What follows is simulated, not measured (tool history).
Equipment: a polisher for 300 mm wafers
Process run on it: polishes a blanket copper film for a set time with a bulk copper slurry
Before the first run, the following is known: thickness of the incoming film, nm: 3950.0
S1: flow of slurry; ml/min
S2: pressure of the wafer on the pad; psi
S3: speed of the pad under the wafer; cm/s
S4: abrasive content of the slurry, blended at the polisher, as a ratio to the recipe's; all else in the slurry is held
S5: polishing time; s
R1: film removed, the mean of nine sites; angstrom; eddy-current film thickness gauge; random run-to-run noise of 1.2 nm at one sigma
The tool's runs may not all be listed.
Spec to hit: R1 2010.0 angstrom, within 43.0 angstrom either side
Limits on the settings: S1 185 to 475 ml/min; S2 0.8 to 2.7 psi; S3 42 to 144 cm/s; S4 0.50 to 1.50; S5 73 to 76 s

run	hour	S1	S2	S3	S4	S5	R1
1	0.0	305	1.7	92	1.00	73	3671.1
2	8.1	300	1.4	90	1.00	73	3122.5
3	13.6	300	1.2	86	1.00	73	2727.4
4	16.0	295	1.1	82	1.00	73	2468.0
5	25.1	290	1.0	80	1.00	73	2321.8
6	28.0	290	1.3	80	1.00	73	2696.4
7	32.4	290	1.3	80	1.00	73	2690.8
8	37.7	290	1.2	78	1.00	73	2532.5
9	43.3	290	1.1	78	1.00	73	2359.8
10	49.1	290	1.0	78	1.00	73	2267.2
11	56.0	275	0.8	76	1.00	73	1918.6
12	56.8	285	0.8	76	1.00	73	1930.1
13	63.8	295	0.8	76	1.00	73	1941.6
14	69.4	295	0.9	76	1.00	73	2090.7
# hour 70.2: slurry nozzle cleaned
15	70.2	285	0.9	76	1.00	73	2159.6
16	75.4	305	0.9	76	1.00	73	2167.9
17	78.0	295	0.9	76	1.00	73	2194.4
18	86.4	285	0.9	76	1.00	73	2150.9

Which single option among these 5 for the next run brings every result within its allowed miss of target? Just one does.
A	94.8	220	1.0	80	0.90	76	?
B	94.8	350	0.8	76	1.05	73	?
C	94.8	290	0.9	64	1.10	76	?
D	94.8	265	1.0	64	1.10	76	?
E	94.8	185	1.0	74	0.95	73	?

move	R1
A	2327.6
B	2079.1
C	1986.0
D	2085.3
E	2065.2
A: further off than the last run
B: nearer the targets than the last run, but a result is still out of spec
C: every result lands within tolerance
D: nearer the targets than the last run, but a result is still out of spec
E: nearer the targets than the last run, but a result is still out of spec
Correct choice: C, which meets every target

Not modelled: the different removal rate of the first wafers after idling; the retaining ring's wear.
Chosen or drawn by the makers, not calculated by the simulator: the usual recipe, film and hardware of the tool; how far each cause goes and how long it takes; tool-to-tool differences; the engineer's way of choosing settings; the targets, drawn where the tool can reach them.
